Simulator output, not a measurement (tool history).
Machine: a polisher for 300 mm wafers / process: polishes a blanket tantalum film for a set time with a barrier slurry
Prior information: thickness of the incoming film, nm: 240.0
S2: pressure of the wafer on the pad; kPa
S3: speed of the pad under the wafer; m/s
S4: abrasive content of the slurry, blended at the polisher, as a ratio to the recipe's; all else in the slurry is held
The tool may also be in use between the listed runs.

{"run": 1, "day": 0.0, "flow of slurry (ml/min)": 160, "S2": 8.3, "S3": 0.8, "S4": 1, "polishing time (s)": 44, "film removed (nm)": 36.441}
{"run": 2, "day": 0.267, "flow of slurry (ml/min)": 160, "S2": 7.6, "S3": 0.74, "S4": 1, "polishing time (s)": 44, "film removed (nm)": 31.952}
{"run": 3, "day": 0.517, "flow of slurry (ml/min)": 155, "S2": 6.9, "S3": 0.68, "S4": 1, "polishing time (s)": 44, "film removed (nm)": 26.486}
{"run": 4, "day": 0.817, "flow of slurry (ml/min)": 155, "S2": 6.9, "S3": 0.6, "S4": 1, "polishing time (s)": 44, "film removed (nm)": 23.846}
{"run": 5, "day": 0.85, "flow of slurry (ml/min)": 155, "S2": 6.2, "S3": 0.6, "S4": 1, "polishing time (s)": 44, "film removed (nm)": 21.503}
{"run": 6, "day": 1.008, "flow of slurry (ml/min)": 190, "S2": 6.2, "S3": 0.6, "S4": 1, "polishing time (s)": 44, "film removed (nm)": 22.38}
{"run": 7, "day": 1.229, "flow of slurry (ml/min)": 190, "S2": 6.2, "S3": 0.58, "S4": 1, "polishing time (s)": 44, "film removed (nm)": 22.476}
{"run": 8, "day": 1.325, "flow of slurry (ml/min)": 185, "S2": 6.2, "S3": 0.56, "S4": 1, "polishing time (s)": 44, "film removed (nm)": 21.798}
{"run": 9, "day": 1.696, "flow of slurry (ml/min)": 180, "S2": 6.2, "S3": 0.54, "S4": 1, "polishing time (s)": 44, "film removed (nm)": 20.46}

Expected results for the next run?
{"run": 10, "day": 1.829, "flow of slurry (ml/min)": 175, "S2": 6.2, "S3": 0.52, "S4": 1, "polishing time (s)": 44, "film removed (nm)": "?"}

For run 10 the tool returned film removed (nm) 20.013.
